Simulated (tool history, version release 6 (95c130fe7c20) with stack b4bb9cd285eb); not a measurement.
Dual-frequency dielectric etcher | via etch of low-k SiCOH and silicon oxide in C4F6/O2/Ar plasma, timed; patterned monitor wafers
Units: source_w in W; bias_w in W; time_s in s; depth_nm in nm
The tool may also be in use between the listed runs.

{"run": 1, "day": 0.0, "source_w": 330, "bias_w": 202, "time_s": 35.0, "depth_nm": 85.268}
{"run": 2, "day": 0.212, "source_w": 300, "bias_w": 191, "time_s": 34.5, "depth_nm": 80.044}
{"run": 3, "day": 0.583, "source_w": 300, "bias_w": 208, "time_s": 34.5, "depth_nm": 81.687}
{"run": 4, "day": 0.729, "source_w": 300, "bias_w": 194, "time_s": 34.5, "depth_nm": 80.511}
{"run": 5, "day": 0.95, "source_w": 300, "bias_w": 182, "time_s": 34.5, "depth_nm": 78.791}
{"run": 6, "day": 1.225, "source_w": 350, "bias_w": 182, "time_s": 34.5, "depth_nm": 83.172}
{"run": 7, "day": 1.579, "source_w": 320, "bias_w": 174, "time_s": 34.5, "depth_nm": 79.663}
{"run": 8, "day": 1.625, "source_w": 300, "bias_w": 169, "time_s": 34.5, "depth_nm": 76.94}
{"run": 9, "day": 1.962, "source_w": 280, "bias_w": 165, "time_s": 34.5, "depth_nm": 75.05}

The next listed run, before its measurement:
{"run": 10, "day": 2.075, "source_w": 270, "bias_w": 162, "time_s": 34.5, "depth_nm": "?"}

depth_nm: 73.834 nm
